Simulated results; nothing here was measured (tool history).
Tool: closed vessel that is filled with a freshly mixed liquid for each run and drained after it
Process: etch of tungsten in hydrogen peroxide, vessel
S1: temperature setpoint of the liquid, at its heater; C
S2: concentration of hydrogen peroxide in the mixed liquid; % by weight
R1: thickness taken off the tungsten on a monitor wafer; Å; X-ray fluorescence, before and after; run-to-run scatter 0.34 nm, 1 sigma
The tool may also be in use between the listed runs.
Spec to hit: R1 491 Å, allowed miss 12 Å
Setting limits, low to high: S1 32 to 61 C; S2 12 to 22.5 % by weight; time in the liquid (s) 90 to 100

run 1 hour=0 | S1=45 S2=15.5 time_in_the_liquid_(s)=90 | R1=735.68
run 2 hour=2.3 | S1=45 S2=14 time_in_the_liquid_(s)=90 | R1=714.53
run 3 hour=6.1 | S1=45 S2=14 time_in_the_liquid_(s)=100 | R1=780.89
run 4 hour=7.3 | S1=45 S2=14 time_in_the_liquid_(s)=100 | R1=781.97
run 5 hour=8.4 | S1=41.5 S2=14 time_in_the_liquid_(s)=100 | R1=627.5
run 6 hour=13.2 | S1=41.5 S2=14 time_in_the_liquid_(s)=90 | R1=573.07
run 7 hour=19.3 | S1=41 S2=14 time_in_the_liquid_(s)=90 | R1=555.73
run 8 hour=20.3 | S1=40.5 S2=14 time_in_the_liquid_(s)=90 | R1=529.58
run 9 hour=22.8 | S1=40.5 S2=14 time_in_the_liquid_(s)=90 | R1=531.26
run 10 hour=30.8 | S1=40 S2=14 time_in_the_liquid_(s)=90 | R1=514.17

Which one of the following 5 next-run settings gets every result inside its allowed miss? There is exactly one.
run A hour=38.8 | S1=41.5 S2=12 time_in_the_liquid_(s)=90 | R1=?
run B hour=38.8 | S1=40 S2=13 time_in_the_liquid_(s)=95 | R1=?
run C hour=38.8 | S1=38.5 S2=14.5 time_in_the_liquid_(s)=100 | R1=?
run D hour=38.8 | S1=40.5 S2=12 time_in_the_liquid_(s)=90 | R1=?
run E hour=38.8 | S1=39.5 S2=14 time_in_the_liquid_(s)=95 | R1=?

move=A R1=527.01
move=B R1=525.4
move=C R1=529.51
move=D R1=494.01
move=E R1=527.74
A: further off than the last run
B: further off than the last run
C: further off than the last run
D: all results land within tolerance of their targets
E: further off than the last run
D meets every target.
